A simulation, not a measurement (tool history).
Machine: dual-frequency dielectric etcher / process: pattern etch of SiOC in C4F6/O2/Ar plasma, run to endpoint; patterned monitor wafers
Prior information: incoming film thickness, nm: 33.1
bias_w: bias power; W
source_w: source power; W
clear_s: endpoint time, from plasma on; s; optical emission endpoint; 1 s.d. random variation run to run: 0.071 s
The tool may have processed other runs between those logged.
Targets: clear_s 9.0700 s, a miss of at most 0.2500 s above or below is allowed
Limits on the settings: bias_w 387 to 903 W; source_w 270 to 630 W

run 1 hour=0.0 | bias_w=645 source_w=450 | clear_s=10.1860
run 2 hour=5.5 | bias_w=645 source_w=410 | clear_s=10.6010
run 3 hour=9.9 | bias_w=705 source_w=410 | clear_s=10.3570
run 4 hour=14.6 | bias_w=777 source_w=410 | clear_s=10.2110
run 5 hour=18.5 | bias_w=792 source_w=430 | clear_s=9.7782
run 6 hour=20.1 | bias_w=805 source_w=440 | clear_s=9.6411
run 7 hour=26.9 | bias_w=816 source_w=450 | clear_s=9.6549
run 8 hour=34.4 | bias_w=827 source_w=460 | clear_s=9.5114
run 9 hour=42.5 | bias_w=836 source_w=470 | clear_s=9.4514

Which one of the following 5 next-run settings gets every result inside its allowed miss? There is exactly one.
run A hour=50.6 | bias_w=815 source_w=450 | clear_s=?
run B hour=50.6 | bias_w=766 source_w=380 | clear_s=?
run C hour=50.6 | bias_w=775 source_w=370 | clear_s=?
run D hour=50.6 | bias_w=903 source_w=470 | clear_s=?
run E hour=50.6 | bias_w=766 source_w=390 | clear_s=?

move=A clear_s=9.5596
move=B clear_s=10.3460
move=C clear_s=10.4110
move=D clear_s=9.1284
move=E clear_s=10.2490
A: the biggest miss grows against the last run
B: the biggest miss grows against the last run
C: the biggest miss grows against the last run
D: hits every target within its allowed miss
E: the biggest miss grows against the last run
The move that meets every target is D.
